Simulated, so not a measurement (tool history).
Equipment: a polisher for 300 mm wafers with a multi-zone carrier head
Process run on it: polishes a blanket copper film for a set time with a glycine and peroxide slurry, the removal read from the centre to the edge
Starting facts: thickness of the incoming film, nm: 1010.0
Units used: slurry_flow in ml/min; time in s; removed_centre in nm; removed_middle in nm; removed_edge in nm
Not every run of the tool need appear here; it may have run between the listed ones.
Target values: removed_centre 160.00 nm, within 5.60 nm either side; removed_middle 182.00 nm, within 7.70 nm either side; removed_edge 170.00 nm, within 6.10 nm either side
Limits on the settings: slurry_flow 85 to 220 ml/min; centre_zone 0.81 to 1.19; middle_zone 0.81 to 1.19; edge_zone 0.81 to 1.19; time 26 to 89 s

run,hour,slurry_flow,centre_zone,middle_zone,edge_zone,time,removed_centre,removed_middle,removed_edge
1,0.0,140,1.00,1.00,1.00,57,231.03,233.62,223.43
2,3.0,160,1.00,1.00,1.00,57,238.57,238.92,227.54
3,7.7,155,0.97,0.99,0.98,55,219.29,230.19,215.30
4,16.4,155,0.97,0.99,1.04,55,220.21,224.44,222.25
5,18.7,150,0.95,0.98,1.01,53,205.78,214.68,211.48
6,24.4,150,0.88,0.98,1.01,53,192.17,216.15,212.87
7,33.1,145,0.88,0.97,0.98,52,184.46,212.47,201.64
8,39.4,145,0.88,0.97,0.98,52,183.30,209.86,201.03
9,43.7,140,0.88,0.95,0.96,52,183.67,205.88,200.05
10,47.2,135,0.88,0.94,0.94,51,180.62,198.69,194.20
11,54.9,130,0.87,0.94,0.92,50,173.16,193.11,183.74
12,61.8,125,0.87,0.94,0.91,50,170.78,186.24,187.02
13,63.5,125,0.87,0.95,0.90,49,166.55,187.21,181.22
14,72.5,125,0.87,0.95,0.89,49,163.19,188.45,178.62
15,79.7,125,0.87,0.95,0.88,49,166.08,188.51,180.61
16,87.5,125,0.87,0.95,0.87,49,165.44,186.45,182.13
17,89.7,110,0.90,1.00,0.81,47,158.87,179.84,164.84

Which one of the following 4 next-run settings gets every result inside its allowed miss? There is exactly one.
A,91.9,115,0.87,0.97,0.82,48,?,?,?
B,91.9,160,0.81,0.96,0.82,44,?,?,?
C,91.9,115,0.95,1.03,0.91,44,?,?,?
D,91.9,115,0.96,1.06,0.81,43,?,?,?

move,removed_centre,removed_middle,removed_edge
A,157.76,183.44,170.16
B,146.92,180.67,164.86
C,158.08,174.40,161.21
D,156.15,173.54,151.72
A: all results land within tolerance of their targets
B: brings the last run's worst result on target, with another outside its allowed miss
C: its largest miss is bigger than the last run's
D: its largest miss is bigger than the last run's
So the answer is move A, the one that meets all the targets.
